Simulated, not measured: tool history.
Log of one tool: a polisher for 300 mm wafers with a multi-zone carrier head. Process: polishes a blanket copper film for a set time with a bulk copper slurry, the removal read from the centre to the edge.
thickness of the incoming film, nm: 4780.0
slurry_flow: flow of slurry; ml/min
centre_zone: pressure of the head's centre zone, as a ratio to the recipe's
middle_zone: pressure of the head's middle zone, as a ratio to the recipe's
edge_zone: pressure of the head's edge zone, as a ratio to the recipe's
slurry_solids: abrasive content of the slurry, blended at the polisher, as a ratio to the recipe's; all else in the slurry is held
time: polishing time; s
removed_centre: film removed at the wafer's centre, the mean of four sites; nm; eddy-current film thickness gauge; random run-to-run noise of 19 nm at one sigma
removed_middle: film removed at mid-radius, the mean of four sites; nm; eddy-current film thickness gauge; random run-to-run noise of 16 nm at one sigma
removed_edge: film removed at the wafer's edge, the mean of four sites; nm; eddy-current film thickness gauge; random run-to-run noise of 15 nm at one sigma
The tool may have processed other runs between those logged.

run	day	slurry_flow	centre_zone	middle_zone	edge_zone	slurry_solids	time	removed_centre	removed_middle	removed_edge
1	0	260	1	1	1	1	83	1224	1256.6	1273.7
2	0.262	260	1	1	0.94	1	83	1272.2	1259.8	1212.2
3	0.404	270	1.04	1.02	0.96	1.1	84	1351.6	1315.2	1295.2
4	0.588	270	1.04	1.02	1.03	1.1	84	1339	1319.8	1350.4
5	0.904	280	1.07	1.05	1.03	1.15	84	1431.4	1369.2	1354.8
6	1.183	280	1.07	1.05	1.03	1.15	66	1100.6	1095.9	1077
7	1.317	285	1.09	1.08	1.04	1.25	69	1216.2	1191.7	1137.4
8	1.338	290	1.11	1.1	1.06	1.3	72	1312.1	1257.1	1233
9	1.512	300	1.12	1.12	1.06	1.35	74	1361.2	1345.9	1255.7
10	1.829	305	1.14	1.13	1.07	1.4	76	1465.3	1399.6	1346.9
# day 2.108: slurry nozzle cleaned
11	2.108	310	1.15	1.14	1.07	1.4	77	1574	1504.5	1378.8
12	2.221	320	1.15	1.14	1.08	1.4	77	1571.7	1499.8	1407.2
13	2.254	330	1.15	1.14	1.08	1.4	77	1555	1530.4	1377.4
14	2.4	335	1.16	1.14	1.09	1.4	77	1572.7	1533.3	1400.2

Run 15, settings as shown, results not yet in. Your forecast:
15	2.608	340	1.17	1.14	1.09	1.4	77	?	?	?

removed_centre: 1616.4 nm
removed_middle: 1503.3 nm
removed_edge: 1423.6 nm
